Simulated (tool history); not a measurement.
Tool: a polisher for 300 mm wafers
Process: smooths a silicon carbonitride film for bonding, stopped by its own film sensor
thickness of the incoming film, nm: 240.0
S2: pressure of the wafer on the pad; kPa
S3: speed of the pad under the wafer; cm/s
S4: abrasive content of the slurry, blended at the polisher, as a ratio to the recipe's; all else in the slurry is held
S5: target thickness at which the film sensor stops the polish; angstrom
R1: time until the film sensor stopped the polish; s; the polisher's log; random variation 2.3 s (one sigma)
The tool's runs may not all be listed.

{"run": 1, "day": 0.0, "flow of slurry (ml/min)": 190, "S2": 18.6, "S3": 94, "S4": 1, "S5": 2210, "R1": 61.807}
{"run": 2, "day": 0.292, "flow of slurry (ml/min)": 190, "S2": 17.2, "S3": 88, "S4": 1, "S5": 2210, "R1": 67.672}
{"run": 3, "day": 0.329, "flow of slurry (ml/min)": 190, "S2": 17.2, "S3": 88, "S4": 1, "S5": 2230, "R1": 62.964}
{"run": 4, "day": 0.512, "flow of slurry (ml/min)": 190, "S2": 17.2, "S3": 88, "S4": 1.1, "S5": 2230, "R1": 61.235}
{"run": 5, "day": 0.746, "flow of slurry (ml/min)": 190, "S2": 17.2, "S3": 98, "S4": 1.1, "S5": 2230, "R1": 55.01}
{"run": 6, "day": 1.033, "flow of slurry (ml/min)": 190, "S2": 17.2, "S3": 98, "S4": 1.25, "S5": 2230, "R1": 52.658}
{"run": 7, "day": 1.408, "flow of slurry (ml/min)": 185, "S2": 15.9, "S3": 90, "S4": 1.2, "S5": 2230, "R1": 62.664}
{"run": 8, "day": 1.554, "flow of slurry (ml/min)": 185, "S2": 14.5, "S3": 82, "S4": 1.15, "S5": 2230, "R1": 75.192}
{"run": 9, "day": 1.642, "flow of slurry (ml/min)": 185, "S2": 13.8, "S3": 76, "S4": 1.15, "S5": 2230, "R1": 79.491}
{"run": 10, "day": 1.888, "flow of slurry (ml/min)": 160, "S2": 9, "S3": 50, "S4": 0.9, "S5": 2210, "R1": 212.35}
{"run": 11, "day": 2.042, "flow of slurry (ml/min)": 165, "S2": 9.7, "S3": 50, "S4": 0.9, "S5": 2210, "R1": 205.74}
{"run": 12, "day": 2.312, "flow of slurry (ml/min)": 170, "S2": 10.3, "S3": 50, "S4": 0.9, "S5": 2210, "R1": 189.52}
{"run": 13, "day": 2.383, "flow of slurry (ml/min)": 175, "S2": 10.3, "S3": 50, "S4": 0.9, "S5": 2210, "R1": 184.58}
{"run": 14, "day": 2.688, "flow of slurry (ml/min)": 180, "S2": 10.3, "S3": 50, "S4": 0.9, "S5": 2210, "R1": 185.08}
{"run": 15, "day": 2.858, "flow of slurry (ml/min)": 185, "S2": 10.3, "S3": 50, "S4": 0.9, "S5": 2210, "R1": 184.22}
{"run": 16, "day": 3.158, "flow of slurry (ml/min)": 190, "S2": 10.3, "S3": 50, "S4": 0.9, "S5": 2210, "R1": 184.55}
{"run": 17, "day": 3.183, "flow of slurry (ml/min)": 195, "S2": 10.3, "S3": 50, "S4": 0.9, "S5": 2210, "R1": 186.94}

Forecast run 18:
{"run": 18, "day": 3.212, "flow of slurry (ml/min)": 195, "S2": 11, "S3": 50, "S4": 0.9, "S5": 2210, "R1": "?"}

{"run 18": {"R1": 169.22}}
